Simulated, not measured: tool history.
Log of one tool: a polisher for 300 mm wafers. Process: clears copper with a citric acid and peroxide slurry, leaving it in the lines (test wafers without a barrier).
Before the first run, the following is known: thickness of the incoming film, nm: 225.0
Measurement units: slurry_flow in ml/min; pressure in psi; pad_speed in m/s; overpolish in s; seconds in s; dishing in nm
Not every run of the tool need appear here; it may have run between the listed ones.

Run 1, hour 0.0: slurry_flow 150 ml/min, pressure 2.5 psi, pad_speed 1.38 m/s, slurry_solids 1.0, overpolish 17 s. Result: seconds 87.582 s, dishing 32.504 nm.
Run 2, hour 1.3: slurry_flow 180 ml/min, pressure 2.5 psi, pad_speed 1.38 m/s, slurry_solids 1.0, overpolish 17 s. Result: seconds 83.489 s, dishing 33.243 nm.
Run 3, hour 8.2: slurry_flow 180 ml/min, pressure 2.3 psi, pad_speed 1.36 m/s, slurry_solids 1.0, overpolish 17 s. Result: seconds 92.289 s, dishing 30.715 nm.
Run 4, hour 12.8: slurry_flow 180 ml/min, pressure 2.3 psi, pad_speed 1.54 m/s, slurry_solids 1.0, overpolish 17 s. Result: seconds 83.158 s, dishing 33.099 nm.
Run 5, hour 13.6: slurry_flow 180 ml/min, pressure 2.3 psi, pad_speed 1.54 m/s, slurry_solids 0.8, overpolish 17 s. Result: seconds 88.921 s, dishing 32.255 nm.
Run 6, hour 14.7: slurry_flow 180 ml/min, pressure 2.1 psi, pad_speed 1.50 m/s, slurry_solids 0.8, overpolish 17 s. Result: seconds 97.396 s, dishing 28.778 nm.
Run 7, hour 17.8: slurry_flow 175 ml/min, pressure 2.0 psi, pad_speed 1.46 m/s, slurry_solids 0.8, overpolish 17 s. Result: seconds 106.230 s, dishing 26.637 nm.

Run 8 is up next; what results do you expect?
Run 8, hour 20.5: slurry_flow 150 ml/min, pressure 1.3 psi, pad_speed 1.36 m/s, slurry_solids 0.8, overpolish 14 s. Result: seconds ?, dishing ?.

{"run 8": {"seconds": 174.75, "dishing": 14.061}}

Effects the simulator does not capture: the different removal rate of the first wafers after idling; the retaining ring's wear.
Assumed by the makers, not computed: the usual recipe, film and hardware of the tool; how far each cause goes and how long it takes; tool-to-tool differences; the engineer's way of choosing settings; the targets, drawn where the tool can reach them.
